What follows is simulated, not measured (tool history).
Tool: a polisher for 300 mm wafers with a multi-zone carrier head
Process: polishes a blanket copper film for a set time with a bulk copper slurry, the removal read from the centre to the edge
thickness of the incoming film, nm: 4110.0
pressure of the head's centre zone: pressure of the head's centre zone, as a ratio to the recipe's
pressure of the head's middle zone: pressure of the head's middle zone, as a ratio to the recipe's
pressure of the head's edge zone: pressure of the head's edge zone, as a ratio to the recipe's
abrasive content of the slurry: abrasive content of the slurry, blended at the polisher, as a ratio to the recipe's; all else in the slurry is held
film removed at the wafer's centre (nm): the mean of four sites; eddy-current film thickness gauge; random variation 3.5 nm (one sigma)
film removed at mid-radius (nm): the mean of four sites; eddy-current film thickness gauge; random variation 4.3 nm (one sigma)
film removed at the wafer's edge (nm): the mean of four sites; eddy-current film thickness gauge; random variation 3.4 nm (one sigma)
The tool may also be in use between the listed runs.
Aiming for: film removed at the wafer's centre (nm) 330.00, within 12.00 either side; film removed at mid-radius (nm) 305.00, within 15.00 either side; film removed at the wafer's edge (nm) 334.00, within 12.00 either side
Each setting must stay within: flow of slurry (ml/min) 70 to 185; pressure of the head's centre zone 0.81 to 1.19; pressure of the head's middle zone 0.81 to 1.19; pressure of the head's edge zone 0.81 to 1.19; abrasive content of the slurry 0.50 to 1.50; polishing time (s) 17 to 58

run	hour	flow of slurry (ml/min)	pressure of the head's centre zone	pressure of the head's middle zone	pressure of the head's edge zone	abrasive content of the slurry	polishing time (s)	film removed at the wafer's centre (nm)	film removed at mid-radius (nm)	film removed at the wafer's edge (nm)
1	0.0	120	1.00	1.00	1.00	1.00	37	205.88	211.03	218.55
2	8.4	120	1.00	1.00	1.00	1.15	37	211.59	222.12	230.09
3	13.4	120	1.00	1.00	1.00	1.25	37	218.25	225.13	228.89
4	18.6	130	1.02	0.99	1.05	1.35	40	250.18	249.74	265.28
5	26.8	130	1.02	0.99	1.05	1.15	40	241.92	240.04	252.50
6	35.7	105	1.02	0.99	1.05	1.15	40	221.69	222.01	247.78
7	44.2	115	1.04	0.99	1.08	1.25	42	253.50	252.75	266.24
8	46.4	130	1.04	0.97	1.10	1.35	43	268.79	257.61	291.38
9	51.0	140	1.05	0.98	1.12	1.40	44	293.70	276.21	308.08
10	58.3	150	1.05	0.99	1.13	1.45	44	300.06	287.24	313.85
11	59.0	155	1.06	0.99	1.14	1.45	44	302.61	286.60	320.51
12	62.0	160	1.07	1.00	1.14	1.45	44	313.09	289.23	315.59
13	69.5	165	1.07	1.00	1.15	1.45	44	306.00	287.53	324.11
14	77.3	165	1.07	1.00	1.15	1.45	44	310.56	298.01	319.27
# hour 84.9: edge zone pressure recalibrated
15	84.9	170	1.08	1.00	1.16	1.45	44	315.62	294.29	309.23
16	91.0	170	1.08	1.00	1.16	1.45	44	317.99	297.78	311.63
17	94.3	170	1.08	0.99	1.16	1.45	44	311.96	298.14	313.32
18	95.0	165	1.08	1.00	1.16	1.45	44	306.14	302.70	309.38

Which one of the following 4 next-run settings gets every result inside its allowed miss? There is exactly one.
A	95.7	175	1.03	0.94	1.09	1.30	49	?	?	?
B	95.7	125	0.94	1.01	1.19	1.50	48	?	?	?
C	95.7	165	1.07	1.05	1.18	1.40	48	?	?	?
D	95.7	155	1.11	0.94	1.10	1.40	49	?	?	?

move	film removed at the wafer's centre (nm)	film removed at mid-radius (nm)	film removed at the wafer's edge (nm)
A	325.87	314.61	327.75
B	279.30	313.99	328.64
C	333.75	336.10	335.28
D	348.85	313.02	329.45
A: in spec on every target
B: puts the biggest miss on target and leaves a different result outside tolerance
C: puts the biggest miss on target and leaves a different result outside tolerance
D: puts the biggest miss on target and leaves a different result outside tolerance
Answer: A
